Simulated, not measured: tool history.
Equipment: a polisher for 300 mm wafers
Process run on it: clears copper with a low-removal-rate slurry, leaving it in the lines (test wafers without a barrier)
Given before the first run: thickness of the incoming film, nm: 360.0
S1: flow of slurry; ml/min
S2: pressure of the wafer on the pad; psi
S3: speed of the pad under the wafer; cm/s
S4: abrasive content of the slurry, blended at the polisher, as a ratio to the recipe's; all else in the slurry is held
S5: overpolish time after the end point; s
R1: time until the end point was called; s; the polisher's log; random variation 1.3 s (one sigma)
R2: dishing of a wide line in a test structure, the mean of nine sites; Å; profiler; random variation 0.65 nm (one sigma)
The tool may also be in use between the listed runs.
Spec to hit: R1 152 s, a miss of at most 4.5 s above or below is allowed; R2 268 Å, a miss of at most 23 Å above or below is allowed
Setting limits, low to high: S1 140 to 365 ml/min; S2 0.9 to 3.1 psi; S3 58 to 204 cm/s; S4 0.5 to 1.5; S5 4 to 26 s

run 1 hour=0 | S1=235 S2=2 S3=130 S4=1 S5=13 | R1=137.04 R2=236.14
run 2 hour=7.5 | S1=280 S2=2 S3=130 S4=1 S5=13 | R1=135.7 R2=237.47
run 3 hour=12.7 | S1=325 S2=2 S3=130 S4=1 S5=13 | R1=133.05 R2=237.73
run 4 hour=21.3 | S1=325 S2=2 S3=130 S4=0.8 S5=13 | R1=141.2 R2=227.55
run 5 hour=27.3 | S1=325 S2=1.9 S3=130 S4=0.8 S5=15 | R1=147.47 R2=258.13
run 6 hour=34 | S1=325 S2=2.4 S3=130 S4=0.8 S5=15 | R1=120.95 R2=298.96
run 7 hour=40.2 | S1=325 S2=2.3 S3=130 S4=0.8 S5=15 | R1=124.53 R2=297.37
run 8 hour=48.9 | S1=325 S2=2.2 S3=130 S4=0.8 S5=15 | R1=130.12 R2=286.24
run 9 hour=53.5 | S1=325 S2=2 S3=130 S4=0.8 S5=15 | R1=140 R2=271.6
run 10 hour=60.5 | S1=325 S2=1.9 S3=130 S4=0.8 S5=15 | R1=146.33 R2=246.4

Exactly one of the 5 candidate moves below puts every result within its allowed miss. Which one?
run A hour=67.5 | S1=300 S2=2 S3=128 S4=0.85 S5=15 | R1=? R2=?
run B hour=67.5 | S1=275 S2=1.6 S3=154 S4=0.85 S5=15 | R1=? R2=?
run C hour=67.5 | S1=310 S2=1.6 S3=142 S4=0.9 S5=17 | R1=? R2=?
run D hour=67.5 | S1=330 S2=1.8 S3=138 S4=1 S5=12 | R1=? R2=?
run E hour=67.5 | S1=365 S2=1.6 S3=150 S4=0.75 S5=12 | R1=? R2=?

move=A R1=143.4 R2=252.59
move=B R1=145.55 R2=247.11
move=C R1=153.98 R2=262.72
move=D R1=140.43 R2=209.47
move=E R1=150.01 R2=196.47
A: misses by more than the last run did
B: misses by more than the last run did
C: all results land within tolerance of their targets
D: misses by more than the last run did
E: meets the target for the result that was furthest off, but another lies outside its allowed miss
The move that meets every target is C.

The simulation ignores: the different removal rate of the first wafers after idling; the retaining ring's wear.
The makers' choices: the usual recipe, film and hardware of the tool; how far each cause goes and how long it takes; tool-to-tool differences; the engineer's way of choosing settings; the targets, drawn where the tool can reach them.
